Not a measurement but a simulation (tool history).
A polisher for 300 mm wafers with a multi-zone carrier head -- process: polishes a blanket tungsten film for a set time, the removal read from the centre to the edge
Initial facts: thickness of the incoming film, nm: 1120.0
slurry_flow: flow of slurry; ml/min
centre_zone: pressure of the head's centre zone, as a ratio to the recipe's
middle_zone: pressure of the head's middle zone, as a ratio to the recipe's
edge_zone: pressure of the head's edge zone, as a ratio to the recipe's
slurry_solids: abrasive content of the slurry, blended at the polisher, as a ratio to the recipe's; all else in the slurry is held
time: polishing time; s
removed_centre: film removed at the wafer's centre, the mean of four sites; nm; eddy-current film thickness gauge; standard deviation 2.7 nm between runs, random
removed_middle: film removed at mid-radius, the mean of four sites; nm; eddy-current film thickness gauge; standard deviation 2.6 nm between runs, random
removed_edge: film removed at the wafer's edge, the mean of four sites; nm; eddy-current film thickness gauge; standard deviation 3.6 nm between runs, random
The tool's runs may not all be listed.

run  hour  slurry_flow  centre_zone  middle_zone  edge_zone  slurry_solids  time  removed_centre  removed_middle  removed_edge
  1   0.0          125         1.00         1.00       1.00           1.00    62          381.97          370.05        380.31
  2   8.1          125         0.99         1.00       0.98           0.95    60          365.73          363.07        372.47
  3   9.8           95         0.99         1.00       0.98           0.95    60          338.19          334.30        353.55
  4  17.0          100         0.99         1.01       0.97           0.90    57          317.98          328.88        321.98
  5  19.4          100         0.99         1.00       0.96           0.85    56          305.71          309.20        319.68
  6  25.5          100         0.99         1.01       0.95           0.80    55          301.75          302.02        303.12
  7  28.9          100         0.98         1.02       0.94           0.75    55          289.53          304.40        298.29

Run 8 has not been measured yet. What should we expect?
  8  32.4           95         0.98         1.00       0.84           0.50    50               ?               ?             ?

{"run 8": {"removed_centre": 232.55, "removed_middle": 238.14, "removed_edge": 225.27}}

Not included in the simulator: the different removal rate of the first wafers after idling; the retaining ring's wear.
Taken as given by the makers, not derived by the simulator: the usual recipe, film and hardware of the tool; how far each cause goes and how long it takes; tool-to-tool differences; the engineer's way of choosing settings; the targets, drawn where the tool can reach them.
